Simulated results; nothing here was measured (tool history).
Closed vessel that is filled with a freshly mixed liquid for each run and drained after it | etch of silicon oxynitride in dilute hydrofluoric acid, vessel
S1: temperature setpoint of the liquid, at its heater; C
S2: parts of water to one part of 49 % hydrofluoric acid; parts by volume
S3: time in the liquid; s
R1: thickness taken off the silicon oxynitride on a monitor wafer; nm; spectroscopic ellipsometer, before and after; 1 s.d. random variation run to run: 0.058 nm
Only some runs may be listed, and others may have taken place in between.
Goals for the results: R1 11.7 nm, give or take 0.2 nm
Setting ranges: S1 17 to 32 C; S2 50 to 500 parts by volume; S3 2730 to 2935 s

run,hour,S1,S2,S3,R1
1,0,24,275,2730,20.163
2,4.6,22.5,285,2730,18.206
3,7.5,22.5,285,2730,18.164
4,9.1,22.5,285,2730,18.024
5,12.6,22.5,285,2935,19.441
6,17.5,21.5,295,2935,17.923
# hour 21.1: thermometer replaced
7,21.1,17.5,365,2935,10.565
8,23.2,18,365,2935,10.909
9,26.6,18.5,365,2935,11.125
10,28.6,19,365,2935,11.469

Exercise: of the 4 proposed moves below, exactly one satisfies all targets within the stated allowed misses. Which move is it?
A,30.6,19.5,355,2935,?
B,30.6,18.5,365,2915,?
C,30.6,21.5,370,2825,?
D,30.6,19.5,355,2855,?

move,R1
A,12.101
B,11.126
C,12.071
D,11.771
A: takes the biggest miss from the last run beyond its target
B: lands further from the targets than the last run did
C: takes the biggest miss from the last run beyond its target
D: in spec on every target
D meets every target.

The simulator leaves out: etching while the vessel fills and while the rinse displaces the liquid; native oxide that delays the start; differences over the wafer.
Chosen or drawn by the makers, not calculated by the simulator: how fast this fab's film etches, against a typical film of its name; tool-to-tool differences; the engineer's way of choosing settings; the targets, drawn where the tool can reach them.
